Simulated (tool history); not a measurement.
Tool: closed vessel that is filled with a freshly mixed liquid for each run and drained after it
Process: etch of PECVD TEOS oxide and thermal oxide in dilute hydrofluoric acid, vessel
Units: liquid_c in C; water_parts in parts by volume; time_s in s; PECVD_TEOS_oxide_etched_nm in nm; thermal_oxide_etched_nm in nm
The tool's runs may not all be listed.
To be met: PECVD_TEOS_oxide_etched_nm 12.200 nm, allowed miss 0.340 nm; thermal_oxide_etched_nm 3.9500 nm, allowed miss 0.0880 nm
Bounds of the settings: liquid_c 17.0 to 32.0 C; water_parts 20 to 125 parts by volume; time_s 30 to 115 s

{"run": 1, "hour": 0.0, "liquid_c": 24.0, "water_parts": 70, "time_s": 60, "PECVD_TEOS_oxide_etched_nm": 14.948, "thermal_oxide_etched_nm": 4.8347}
{"run": 2, "hour": 6.2, "liquid_c": 24.0, "water_parts": 70, "time_s": 80, "PECVD_TEOS_oxide_etched_nm": 20.121, "thermal_oxide_etched_nm": 6.4097}
{"run": 3, "hour": 11.7, "liquid_c": 22.0, "water_parts": 75, "time_s": 80, "PECVD_TEOS_oxide_etched_nm": 17.099, "thermal_oxide_etched_nm": 5.4854}
{"run": 4, "hour": 16.7, "liquid_c": 22.0, "water_parts": 75, "time_s": 60, "PECVD_TEOS_oxide_etched_nm": 12.918, "thermal_oxide_etched_nm": 4.1082}
{"run": 5, "hour": 17.8, "liquid_c": 21.5, "water_parts": 75, "time_s": 60, "PECVD_TEOS_oxide_etched_nm": 12.533, "thermal_oxide_etched_nm": 4.0889}
{"run": 6, "hour": 24.6, "liquid_c": 21.5, "water_parts": 75, "time_s": 80, "PECVD_TEOS_oxide_etched_nm": 16.736, "thermal_oxide_etched_nm": 5.4163}
{"run": 7, "hour": 30.9, "liquid_c": 20.0, "water_parts": 80, "time_s": 80, "PECVD_TEOS_oxide_etched_nm": 14.744, "thermal_oxide_etched_nm": 4.7074}
{"run": 8, "hour": 40.2, "liquid_c": 19.0, "water_parts": 80, "time_s": 80, "PECVD_TEOS_oxide_etched_nm": 14.277, "thermal_oxide_etched_nm": 4.5873}
{"run": 9, "hour": 42.9, "liquid_c": 18.5, "water_parts": 80, "time_s": 80, "PECVD_TEOS_oxide_etched_nm": 13.773, "thermal_oxide_etched_nm": 4.4505}
{"run": 10, "hour": 48.3, "liquid_c": 18.0, "water_parts": 80, "time_s": 80, "PECVD_TEOS_oxide_etched_nm": 13.539, "thermal_oxide_etched_nm": 4.3062}

Which of these 4 next moves meets every target?
{"run": "A", "hour": 53.7, "liquid_c": 17.5, "water_parts": 105, "time_s": 100, "PECVD_TEOS_oxide_etched_nm": "?", "thermal_oxide_etched_nm": "?"}
{"run": "B", "hour": 53.7, "liquid_c": 17.5, "water_parts": 90, "time_s": 90, "PECVD_TEOS_oxide_etched_nm": "?", "thermal_oxide_etched_nm": "?"}
{"run": "C", "hour": 53.7, "liquid_c": 17.0, "water_parts": 75, "time_s": 75, "PECVD_TEOS_oxide_etched_nm": "?", "thermal_oxide_etched_nm": "?"}
{"run": "D", "hour": 53.7, "liquid_c": 20.0, "water_parts": 85, "time_s": 75, "PECVD_TEOS_oxide_etched_nm": "?", "thermal_oxide_etched_nm": "?"}

move=A PECVD_TEOS_oxide_etched_nm=12.085 thermal_oxide_etched_nm=3.9649
move=B PECVD_TEOS_oxide_etched_nm=12.891 thermal_oxide_etched_nm=4.2297
move=C PECVD_TEOS_oxide_etched_nm=12.825 thermal_oxide_etched_nm=4.2079
move=D PECVD_TEOS_oxide_etched_nm=12.700 thermal_oxide_etched_nm=4.1668
A: meets every target
B: nearer than the last run, and not there yet
C: nearer than the last run, and not there yet
D: nearer than the last run, and not there yet
Answer: A
